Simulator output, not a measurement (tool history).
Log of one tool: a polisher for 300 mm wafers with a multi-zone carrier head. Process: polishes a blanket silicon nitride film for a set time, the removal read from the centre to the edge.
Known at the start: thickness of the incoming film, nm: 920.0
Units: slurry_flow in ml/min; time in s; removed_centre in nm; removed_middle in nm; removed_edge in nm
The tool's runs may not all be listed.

run 1 hour=0 | slurry_flow=135 centre_zone=1 middle_zone=1 edge_zone=1 time=52 | removed_centre=93.21 removed_middle=101.19 removed_edge=99.741
run 2 hour=3 | slurry_flow=135 centre_zone=0.99 middle_zone=1 edge_zone=0.97 time=48 | removed_centre=87.215 removed_middle=93.132 removed_edge=89.778
run 3 hour=9.6 | slurry_flow=130 centre_zone=0.96 middle_zone=0.99 edge_zone=0.95 time=46 | removed_centre=79.768 removed_middle=87.757 removed_edge=86.56
run 4 hour=11.2 | slurry_flow=130 centre_zone=0.95 middle_zone=0.99 edge_zone=0.93 time=43 | removed_centre=72.47 removed_middle=83.605 removed_edge=79.091
run 5 hour=12.5 | slurry_flow=105 centre_zone=0.95 middle_zone=0.99 edge_zone=0.93 time=43 | removed_centre=68.925 removed_middle=75.859 removed_edge=76.41
run 6 hour=14 | slurry_flow=105 centre_zone=0.95 middle_zone=0.99 edge_zone=0.91 time=42 | removed_centre=66.818 removed_middle=74.802 removed_edge=75.524
run 7 hour=15 | slurry_flow=110 centre_zone=0.96 middle_zone=0.99 edge_zone=0.9 time=40 | removed_centre=65.75 removed_middle=74.057 removed_edge=72.648
run 8 hour=16.6 | slurry_flow=110 centre_zone=0.97 middle_zone=0.99 edge_zone=0.89 time=38 | removed_centre=63.101 removed_middle=68.699 removed_edge=67.054
run 9 hour=22.2 | slurry_flow=110 centre_zone=0.97 middle_zone=0.99 edge_zone=0.89 time=38 | removed_centre=63.019 removed_middle=68.529 removed_edge=68.104
-- hour=28.4 centre zone pressure recalibrated
run 10 hour=28.4 | slurry_flow=110 centre_zone=0.97 middle_zone=1 edge_zone=0.87 time=38 | removed_centre=68.584 removed_middle=69.948 removed_edge=65.923

Forecast run 11:
run 11 hour=32.4 | slurry_flow=90 centre_zone=0.87 middle_zone=1.01 edge_zone=0.86 time=35 | removed_centre=? removed_middle=? removed_edge=?

{"run 11": {"removed_centre": 51.97, "removed_middle": 60.635, "removed_edge": 58.859}}
